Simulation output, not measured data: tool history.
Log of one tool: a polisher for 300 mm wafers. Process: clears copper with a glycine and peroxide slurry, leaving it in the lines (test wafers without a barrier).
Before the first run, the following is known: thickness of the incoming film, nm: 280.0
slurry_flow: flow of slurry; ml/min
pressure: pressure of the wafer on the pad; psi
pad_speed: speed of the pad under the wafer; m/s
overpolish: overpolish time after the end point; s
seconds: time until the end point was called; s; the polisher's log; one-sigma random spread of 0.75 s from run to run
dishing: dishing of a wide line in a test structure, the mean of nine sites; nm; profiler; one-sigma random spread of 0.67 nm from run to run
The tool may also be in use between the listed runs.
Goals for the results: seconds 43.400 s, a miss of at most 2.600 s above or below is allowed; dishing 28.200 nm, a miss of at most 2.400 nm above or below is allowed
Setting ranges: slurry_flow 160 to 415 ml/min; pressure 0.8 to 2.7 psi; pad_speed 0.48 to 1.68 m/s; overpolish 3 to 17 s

run  hour  slurry_flow  pressure  pad_speed  overpolish  seconds  dishing
  1   0.0          265       1.7       1.08           9   68.128   26.700
  2   4.7          265       1.9       1.10           8   62.180   25.908
  3   7.1          265       2.1       1.12           7   56.899   25.696
  4   8.0          265       2.2       1.14           7   54.903   27.528
  5  12.1          310       2.2       1.14           7   54.590   26.307
  6  18.7          310       2.3       1.16           7   50.084   28.011
  7  19.8          310       2.4       1.16           7   47.951   28.213
  8  24.6          310       2.5       1.16           7   46.329   29.001
  9  30.1          310       2.6       1.16           7   46.243   31.538
 10  35.2          315       2.6       1.18           7   44.016   31.570

Exactly one of the 5 candidate moves below puts every result within its allowed miss. Which one?
  A  40.3          340       2.6       1.06           8        ?        ?
  B  40.3          355       2.7       1.14           8        ?        ?
  C  40.3          305       2.3       1.10           9        ?        ?
  D  40.3          310       2.7       1.06           9        ?        ?
  E  40.3          345       2.5       1.28           6        ?        ?

move  seconds  dishing
   A   48.952   32.669
   B   44.540   35.479
   C   53.034   33.544
   D   47.842   36.965
   E   43.266   28.146
A: misses by more than the last run did
B: misses by more than the last run did
C: misses by more than the last run did
D: misses by more than the last run did
E: meets every target
E is the move that brings every result within its allowed miss.

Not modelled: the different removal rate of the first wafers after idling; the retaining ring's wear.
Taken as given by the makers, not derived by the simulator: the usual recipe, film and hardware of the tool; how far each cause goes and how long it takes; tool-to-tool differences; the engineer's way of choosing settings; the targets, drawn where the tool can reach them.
